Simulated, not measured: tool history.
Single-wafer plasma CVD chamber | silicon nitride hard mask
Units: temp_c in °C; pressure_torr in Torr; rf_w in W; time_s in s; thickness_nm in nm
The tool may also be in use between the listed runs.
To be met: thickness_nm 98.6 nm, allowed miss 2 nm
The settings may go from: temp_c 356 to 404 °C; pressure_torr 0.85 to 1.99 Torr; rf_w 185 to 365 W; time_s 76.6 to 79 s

run 1 hour=0 | temp_c=380 pressure_torr=1.42 rf_w=275 time_s=76.6 | thickness_nm=79.99
run 2 hour=6.8 | temp_c=380 pressure_torr=1.49 rf_w=280 time_s=76.7 | thickness_nm=82.052
run 3 hour=8.2 | temp_c=380 pressure_torr=1.49 rf_w=280 time_s=76.6 | thickness_nm=82.378
run 4 hour=14.6 | temp_c=380 pressure_torr=1.55 rf_w=285 time_s=76.7 | thickness_nm=84.646
run 5 hour=19.5 | temp_c=380 pressure_torr=1.6 rf_w=290 time_s=76.8 | thickness_nm=86.497
run 6 hour=23.9 | temp_c=380 pressure_torr=1.74 rf_w=290 time_s=76.8 | thickness_nm=88.936
run 7 hour=27.4 | temp_c=380 pressure_torr=1.77 rf_w=295 time_s=76.9 | thickness_nm=90.54
run 8 hour=31.1 | temp_c=380 pressure_torr=1.79 rf_w=300 time_s=76.9 | thickness_nm=92.075
run 9 hour=36.6 | temp_c=380 pressure_torr=1.81 rf_w=300 time_s=76.9 | thickness_nm=92.197
run 10 hour=38.1 | temp_c=380 pressure_torr=1.83 rf_w=305 time_s=76.9 | thickness_nm=93.368

5 next moves are on the table. One of them brings every result within its allowed miss. Which?
run A hour=39.6 | temp_c=396 pressure_torr=1.98 rf_w=300 time_s=77.5 | thickness_nm=?
run B hour=39.6 | temp_c=379 pressure_torr=1.89 rf_w=290 time_s=79 | thickness_nm=?
run C hour=39.6 | temp_c=379 pressure_torr=1.95 rf_w=300 time_s=77.5 | thickness_nm=?
run D hour=39.6 | temp_c=381 pressure_torr=1.88 rf_w=270 time_s=76.6 | thickness_nm=?
run E hour=39.6 | temp_c=371 pressure_torr=1.92 rf_w=310 time_s=77.8 | thickness_nm=?

move=A thickness_nm=95.422
move=B thickness_nm=94.496
move=C thickness_nm=95.771
move=D thickness_nm=86.964
move=E thickness_nm=98.195
A: nearer than the last run, and not there yet
B: nearer than the last run, and not there yet
C: nearer than the last run, and not there yet
D: further off than the last run
E: meets every target
Move E is the one to make.

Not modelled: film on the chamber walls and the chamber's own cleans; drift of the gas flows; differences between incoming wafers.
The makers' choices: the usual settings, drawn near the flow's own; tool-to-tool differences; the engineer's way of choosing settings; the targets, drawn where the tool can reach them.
